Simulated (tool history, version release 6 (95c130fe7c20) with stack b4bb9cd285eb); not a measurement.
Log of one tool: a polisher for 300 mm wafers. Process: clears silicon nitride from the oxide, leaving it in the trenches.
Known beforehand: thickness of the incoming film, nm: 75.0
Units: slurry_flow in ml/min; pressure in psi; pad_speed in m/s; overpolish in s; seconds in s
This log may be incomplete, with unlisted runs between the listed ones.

| run | day | slurry_flow | pressure | pad_speed | overpolish | seconds |
|---|---|---|---|---|---|---|
| 1 | 0 | 185 | 2.1 | 0.76 | 8 | 173.47 |
| 2 | 0.167 | 185 | 2.1 | 0.76 | 8 | 174.14 |
| 3 | 0.45 | 210 | 2.1 | 0.76 | 8 | 172.52 |
| 4 | 0.588 | 210 | 1.7 | 0.76 | 8 | 212.55 |
| 5 | 0.783 | 210 | 1.9 | 0.76 | 8 | 189.76 |
| 6 | 0.817 | 210 | 1.9 | 0.76 | 8 | 189.9 |
| 7 | 0.888 | 210 | 2 | 0.76 | 8 | 181.54 |
| 8 | 1.246 | 210 | 2 | 0.76 | 8 | 181.28 |

Estimate the outcome of run 9 from the log above:
| 9 | 1.333 | 210 | 2.1 | 0.76 | 8 | ? |

Logged for run 9: seconds 175.67 s.
